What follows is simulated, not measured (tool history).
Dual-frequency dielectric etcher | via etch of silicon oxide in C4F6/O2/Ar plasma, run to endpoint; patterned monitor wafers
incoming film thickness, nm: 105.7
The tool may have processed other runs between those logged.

| run | hour | bias power (W) | source power (W) | Ar flow (sccm) | endpoint time (s) |
|---|---|---|---|---|---|
| 1 | 0.0 | 600 | 330 | 383 | 22.914 |
| 2 | 7.4 | 600 | 330 | 333 | 22.303 |
| 3 | 8.6 | 633 | 340 | 331 | 21.826 |
| 4 | 12.8 | 633 | 340 | 377 | 22.314 |
| 5 | 13.8 | 633 | 340 | 310 | 21.258 |
| 6 | 15.3 | 654 | 340 | 308 | 21.342 |
| 7 | 17.2 | 675 | 350 | 305 | 20.524 |

Run 8, settings as shown, results not yet in. Your forecast:
| 8 | 25.7 | 686 | 350 | 304 | ? |

endpoint time (s): 20.667

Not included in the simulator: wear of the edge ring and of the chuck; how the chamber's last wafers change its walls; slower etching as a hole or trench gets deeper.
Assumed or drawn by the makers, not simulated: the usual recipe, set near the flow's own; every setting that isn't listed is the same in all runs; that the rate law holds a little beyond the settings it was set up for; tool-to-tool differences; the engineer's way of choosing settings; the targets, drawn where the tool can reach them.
